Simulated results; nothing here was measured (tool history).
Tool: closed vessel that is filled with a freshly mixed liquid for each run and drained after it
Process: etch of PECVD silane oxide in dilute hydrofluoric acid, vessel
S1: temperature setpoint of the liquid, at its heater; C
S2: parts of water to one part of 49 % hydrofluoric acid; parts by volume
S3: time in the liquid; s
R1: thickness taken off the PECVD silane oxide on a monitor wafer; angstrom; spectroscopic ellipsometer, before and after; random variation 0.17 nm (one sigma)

Run 1, hour 0.0: S1 23.0 C, S2 150 parts by volume, S3 85 s. Result: R1 142.09 angstrom.
Run 2, hour 4.6: S1 21.0 C, S2 150 parts by volume, S3 85 s. Result: R1 132.46 angstrom.
Run 3, hour 9.3: S1 23.5 C, S2 135 parts by volume, S3 85 s. Result: R1 163.25 angstrom.
Run 4, hour 15.1: S1 25.5 C, S2 125 parts by volume, S3 85 s. Result: R1 195.60 angstrom.
Run 5, hour 19.9: S1 27.0 C, S2 125 parts by volume, S3 85 s. Result: R1 205.45 angstrom.
Run 6, hour 27.0: S1 27.0 C, S2 125 parts by volume, S3 95 s. Result: R1 230.75 angstrom.
At hour 28.0: hydrofluoric acid flow meter replaced.
Run 7, hour 28.0: S1 28.0 C, S2 120 parts by volume, S3 95 s. Result: R1 229.96 angstrom.
Run 8, hour 37.2: S1 28.0 C, S2 120 parts by volume, S3 95 s. Result: R1 230.40 angstrom.
Run 9, hour 40.2: S1 28.5 C, S2 115 parts by volume, S3 95 s. Result: R1 245.39 angstrom.
Run 10, hour 46.9: S1 28.5 C, S2 115 parts by volume, S3 95 s. Result: R1 245.46 angstrom.
Run 11, hour 54.4: S1 29.0 C, S2 110 parts by volume, S3 95 s. Result: R1 262.95 angstrom.
Run 12, hour 57.9: S1 29.5 C, S2 105 parts by volume, S3 95 s. Result: R1 287.25 angstrom.

Run 13 comes next. What will it give?
Run 13, hour 66.6: S1 30.0 C, S2 105 parts by volume, S3 95 s. Result: R1 ?.

{"run 13": {"R1": 288.62}}
